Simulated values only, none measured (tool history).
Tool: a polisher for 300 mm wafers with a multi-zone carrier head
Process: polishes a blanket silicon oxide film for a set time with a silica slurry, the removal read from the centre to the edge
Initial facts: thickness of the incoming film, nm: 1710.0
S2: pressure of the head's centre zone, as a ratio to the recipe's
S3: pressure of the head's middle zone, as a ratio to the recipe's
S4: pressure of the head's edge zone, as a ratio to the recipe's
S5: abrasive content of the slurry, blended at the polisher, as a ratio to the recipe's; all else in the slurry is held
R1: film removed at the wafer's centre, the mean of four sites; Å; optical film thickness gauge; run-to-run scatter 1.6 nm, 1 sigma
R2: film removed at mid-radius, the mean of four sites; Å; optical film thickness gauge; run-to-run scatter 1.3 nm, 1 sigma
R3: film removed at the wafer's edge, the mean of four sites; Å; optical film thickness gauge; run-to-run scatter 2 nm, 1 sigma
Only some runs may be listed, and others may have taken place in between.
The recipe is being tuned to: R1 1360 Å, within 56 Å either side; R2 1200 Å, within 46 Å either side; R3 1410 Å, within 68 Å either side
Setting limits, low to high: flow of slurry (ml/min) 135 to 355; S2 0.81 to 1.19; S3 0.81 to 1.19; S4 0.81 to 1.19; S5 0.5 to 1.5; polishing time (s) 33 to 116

run 1 hour=0 | flow_of_slurry_(ml/min)=225 S2=1 S3=1 S4=1 S5=1 polishing_time_(s)=74 | R1=2315.4 R2=2282 R3=2374.4
run 2 hour=0.7 | flow_of_slurry_(ml/min)=225 S2=1 S3=1 S4=1 S5=0.9 polishing_time_(s)=74 | R1=2147.8 R2=2103.6 R3=2255.6
run 3 hour=1.6 | flow_of_slurry_(ml/min)=225 S2=0.95 S3=1 S4=1 S5=0.9 polishing_time_(s)=74 | R1=2103.6 R2=2117.8 R3=2188.5
run 4 hour=10 | flow_of_slurry_(ml/min)=220 S2=0.94 S3=0.98 S4=0.99 S5=0.85 polishing_time_(s)=73 | R1=1961.2 R2=1931.9 R3=2040.8
run 5 hour=11.8 | flow_of_slurry_(ml/min)=220 S2=0.94 S3=0.98 S4=0.99 S5=1 polishing_time_(s)=73 | R1=2237 R2=2238.8 R3=2381.4
run 6 hour=17.8 | flow_of_slurry_(ml/min)=170 S2=0.94 S3=0.98 S4=0.99 S5=1 polishing_time_(s)=73 | R1=2062.2 R2=2058.3 R3=2274.2
run 7 hour=25.9 | flow_of_slurry_(ml/min)=170 S2=0.94 S3=0.97 S4=0.98 S5=0.95 polishing_time_(s)=72 | R1=1960.5 R2=1960.7 R3=2171.5
run 8 hour=33.5 | flow_of_slurry_(ml/min)=175 S2=0.94 S3=0.96 S4=0.97 S5=0.9 polishing_time_(s)=71 | R1=1886.3 R2=1869.6 R3=2049.4
run 9 hour=35.4 | flow_of_slurry_(ml/min)=175 S2=0.94 S3=0.95 S4=0.97 S5=0.85 polishing_time_(s)=70 | R1=1762.1 R2=1709.6 R3=1903.2
run 10 hour=43.8 | flow_of_slurry_(ml/min)=175 S2=0.94 S3=0.94 S4=0.96 S5=0.8 polishing_time_(s)=70 | R1=1648.2 R2=1618.3 R3=1855.6
run 11 hour=50.1 | flow_of_slurry_(ml/min)=190 S2=0.95 S3=0.93 S4=0.95 S5=0.75 polishing_time_(s)=69 | R1=1591.5 R2=1527.8 R3=1644.4
run 12 hour=56.3 | flow_of_slurry_(ml/min)=185 S2=0.95 S3=0.92 S4=0.95 S5=0.75 polishing_time_(s)=69 | R1=1588.3 R2=1505 R3=1682.2
run 13 hour=58.5 | flow_of_slurry_(ml/min)=180 S2=0.95 S3=0.91 S4=0.94 S5=0.75 polishing_time_(s)=69 | R1=1566.5 R2=1480.1 R3=1670.4
run 14 hour=66.1 | flow_of_slurry_(ml/min)=180 S2=0.95 S3=0.9 S4=0.93 S5=0.75 polishing_time_(s)=69 | R1=1569.4 R2=1444.2 R3=1701.8
run 15 hour=74.3 | flow_of_slurry_(ml/min)=185 S2=0.95 S3=0.9 S4=0.93 S5=0.7 polishing_time_(s)=69 | R1=1468 R2=1355.6 R3=1509.3
run 16 hour=78.7 | flow_of_slurry_(ml/min)=185 S2=0.95 S3=0.89 S4=0.93 S5=0.7 polishing_time_(s)=69 | R1=1438.4 R2=1371.1 R3=1541.5
run 17 hour=86.4 | flow_of_slurry_(ml/min)=185 S2=0.96 S3=0.88 S4=0.92 S5=0.7 polishing_time_(s)=69 | R1=1476.4 R2=1354.6 R3=1518.8
-- hour=91.7 slurry nozzle cleaned
run 18 hour=91.7 | flow_of_slurry_(ml/min)=185 S2=0.96 S3=0.87 S4=0.92 S5=0.7 polishing_time_(s)=69 | R1=1594.2 R2=1423.2 R3=1644.2
run 19 hour=93 | flow_of_slurry_(ml/min)=180 S2=0.96 S3=0.87 S4=0.91 S5=0.7 polishing_time_(s)=69 | R1=1547.3 R2=1406.8 R3=1582.3

Which one of the following 4 next-run settings gets every result inside its allowed miss? There is exactly one.
run A hour=94.3 | flow_of_slurry_(ml/min)=235 S2=1.06 S3=0.94 S4=0.81 S5=0.7 polishing_time_(s)=58 | R1=? R2=? R3=?
run B hour=94.3 | flow_of_slurry_(ml/min)=165 S2=0.97 S3=0.86 S4=0.96 S5=0.7 polishing_time_(s)=60 | R1=? R2=? R3=?
run C hour=94.3 | flow_of_slurry_(ml/min)=140 S2=0.93 S3=0.82 S4=1.02 S5=0.75 polishing_time_(s)=64 | R1=? R2=? R3=?
run D hour=94.3 | flow_of_slurry_(ml/min)=210 S2=0.96 S3=0.86 S4=0.94 S5=0.7 polishing_time_(s)=63 | R1=? R2=? R3=?

move=A R1=1493.6 R2=1328.8 R3=1317.3
move=B R1=1360.4 R2=1203.1 R3=1410.1
move=C R1=1457.1 R2=1281.1 R3=1625.5
move=D R1=1488.8 R2=1319.2 R3=1513.5
A: closer than the last run, but not yet in spec
B: hits every target within its allowed miss
C: closer than the last run, but not yet in spec
D: closer than the last run, but not yet in spec
B meets every target.
